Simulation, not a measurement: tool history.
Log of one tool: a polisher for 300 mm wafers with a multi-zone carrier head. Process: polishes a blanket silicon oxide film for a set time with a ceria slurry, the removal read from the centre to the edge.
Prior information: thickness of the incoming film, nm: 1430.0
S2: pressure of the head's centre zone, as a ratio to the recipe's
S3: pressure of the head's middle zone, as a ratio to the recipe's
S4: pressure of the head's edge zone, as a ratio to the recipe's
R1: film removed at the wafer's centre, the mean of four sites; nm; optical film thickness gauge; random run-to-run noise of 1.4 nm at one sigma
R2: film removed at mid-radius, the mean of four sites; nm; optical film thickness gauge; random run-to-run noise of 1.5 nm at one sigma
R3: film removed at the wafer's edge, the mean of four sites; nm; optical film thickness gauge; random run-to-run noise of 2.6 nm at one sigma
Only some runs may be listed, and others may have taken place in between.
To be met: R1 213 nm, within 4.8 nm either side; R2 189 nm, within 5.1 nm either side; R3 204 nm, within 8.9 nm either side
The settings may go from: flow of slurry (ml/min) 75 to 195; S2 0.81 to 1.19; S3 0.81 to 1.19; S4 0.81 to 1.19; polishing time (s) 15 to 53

Run 1, hour 0: flow of slurry (ml/min) 125, S2 1, S3 1, S4 1, polishing time (s) 34. Result: R1 191.84 nm, R2 179.28 nm, R3 181.87 nm.
Run 2, hour 8.6: flow of slurry (ml/min) 155, S2 1, S3 1, S4 1, polishing time (s) 34. Result: R1 201.51 nm, R2 187.82 nm, R3 185.68 nm.
Run 3, hour 12.7: flow of slurry (ml/min) 160, S2 1, S3 0.99, S4 1.02, polishing time (s) 34. Result: R1 205.12 nm, R2 187.79 nm, R3 194.88 nm.
Run 4, hour 18.4: flow of slurry (ml/min) 165, S2 1, S3 0.99, S4 1.02, polishing time (s) 34. Result: R1 201.48 nm, R2 189.57 nm, R3 196.29 nm.
Run 5, hour 21.6: flow of slurry (ml/min) 165, S2 0.96, S3 0.99, S4 1.02, polishing time (s) 34. Result: R1 198.19 nm, R2 190.3 nm, R3 190.18 nm.
Run 6, hour 29.7: flow of slurry (ml/min) 170, S2 0.97, S3 0.98, S4 1.02, polishing time (s) 34. Result: R1 199.76 nm, R2 188.97 nm, R3 193.17 nm.
Run 7, hour 38.3: flow of slurry (ml/min) 175, S2 0.98, S3 0.97, S4 1.02, polishing time (s) 34. Result: R1 201.64 nm, R2 189.33 nm, R3 191.02 nm.
Run 8, hour 40.7: flow of slurry (ml/min) 180, S2 0.99, S3 0.97, S4 1.03, polishing time (s) 34. Result: R1 205.24 nm, R2 191.23 nm, R3 192.74 nm.
Run 9, hour 45.6: flow of slurry (ml/min) 180, S2 1, S3 0.96, S4 1.05, polishing time (s) 34. Result: R1 207.1 nm, R2 188.35 nm, R3 198.16 nm.
Run 10, hour 49: flow of slurry (ml/min) 180, S2 1, S3 0.96, S4 1.06, polishing time (s) 34. Result: R1 207.41 nm, R2 187.61 nm, R3 199.78 nm.

Consider the 4 candidate settings below. Which is the only one whose results all fall within their allowed miss of target?
Run A, hour 52.4: flow of slurry (ml/min) 195, S2 0.95, S3 0.88, S4 1, polishing time (s) 36. Result: R1 ?, R2 ?, R3 ?.
Run B, hour 52.4: flow of slurry (ml/min) 170, S2 0.97, S3 0.93, S4 1.19, polishing time (s) 34. Result: R1 ?, R2 ?, R3 ?.
Run C, hour 52.4: flow of slurry (ml/min) 180, S2 0.97, S3 0.93, S4 1.12, polishing time (s) 38. Result: R1 ?, R2 ?, R3 ?.
Run D, hour 52.4: flow of slurry (ml/min) 150, S2 1.05, S3 0.82, S4 1.13, polishing time (s) 37. Result: R1 ?, R2 ?, R3 ?.

move      R1      R2      R3
   A  217.42  188.48  206.61
   B  203.36  180.64   209.4
   C   229.8  203.89  228.43
   D  228.35  176.43  218.33
A: in spec on every target
B: its largest miss is bigger than the last run's
C: pushes the last run's worst result past its target
D: pushes the last run's worst result past its target
Go with A: it meets all targets.

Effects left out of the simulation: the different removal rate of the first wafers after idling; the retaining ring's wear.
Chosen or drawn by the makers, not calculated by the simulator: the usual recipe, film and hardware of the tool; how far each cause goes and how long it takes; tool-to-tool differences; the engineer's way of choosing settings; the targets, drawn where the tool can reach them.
